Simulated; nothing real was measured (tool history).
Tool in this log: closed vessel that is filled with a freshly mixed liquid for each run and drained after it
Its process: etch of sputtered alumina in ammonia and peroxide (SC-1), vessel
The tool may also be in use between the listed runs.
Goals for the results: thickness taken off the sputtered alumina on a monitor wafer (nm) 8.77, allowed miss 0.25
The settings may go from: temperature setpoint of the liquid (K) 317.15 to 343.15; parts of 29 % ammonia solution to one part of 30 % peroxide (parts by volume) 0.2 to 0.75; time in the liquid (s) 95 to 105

run	hour	temperature setpoint of the liquid (K)	parts of 29 % ammonia solution to one part of 30 % peroxide (parts by volume)	time in the liquid (s)	thickness taken off the sputtered alumina on a monitor wafer (nm)
1	0	333.15	0.45	95	15.097
2	7.1	333.15	0.55	95	15.179
3	12.2	333.15	0.5	95	15.111
4	18.4	330.15	0.5	95	12.882
5	25.6	330.15	0.4	95	12.573
6	27.6	328.15	0.4	95	11.309
7	35.8	326.65	0.4	95	10.514
# hour 37.5: new drum of ammonia solution connected
8	37.5	322.15	0.4	95	8.2614

Consider the 5 candidate settings below. Which is the only one whose results all fall within their allowed miss of target?
A	39.2	320.65	0.45	95	?
B	39.2	321.15	0.4	95	?
C	39.2	321.15	0.45	95	?
D	39.2	322.15	0.4	100	?
E	39.2	320.15	0.4	95	?

move	thickness taken off the sputtered alumina on a monitor wafer (nm)
A	7.6617
B	7.791
C	7.8788
D	8.6699
E	7.3667
A: moves away from the targets compared with the last run
B: moves away from the targets compared with the last run
C: moves away from the targets compared with the last run
D: each result inside its tolerance
E: moves away from the targets compared with the last run
Correct choice: D, which meets every target
